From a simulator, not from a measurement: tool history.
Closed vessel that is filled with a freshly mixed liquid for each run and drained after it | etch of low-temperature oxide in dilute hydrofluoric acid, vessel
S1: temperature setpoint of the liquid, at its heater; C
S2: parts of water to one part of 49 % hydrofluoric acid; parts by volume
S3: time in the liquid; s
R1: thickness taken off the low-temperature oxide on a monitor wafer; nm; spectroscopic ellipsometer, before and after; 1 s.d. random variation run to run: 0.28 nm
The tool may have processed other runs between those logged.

run 1 hour=0.0 | S1=22.0 S2=80 S3=135 | R1=15.019
run 2 hour=4.7 | S1=22.0 S2=105 S3=135 | R1=11.152
run 3 hour=12.0 | S1=24.5 S2=85 S3=135 | R1=15.505
run 4 hour=19.6 | S1=24.5 S2=100 S3=135 | R1=12.956
run 5 hour=24.4 | S1=24.5 S2=80 S3=135 | R1=16.552
run 6 hour=31.7 | S1=26.0 S2=70 S3=135 | R1=20.495

The next listed run, before its measurement:
run 7 hour=35.8 | S1=27.5 S2=65 S3=135 | R1=?

R1: 23.741 nm
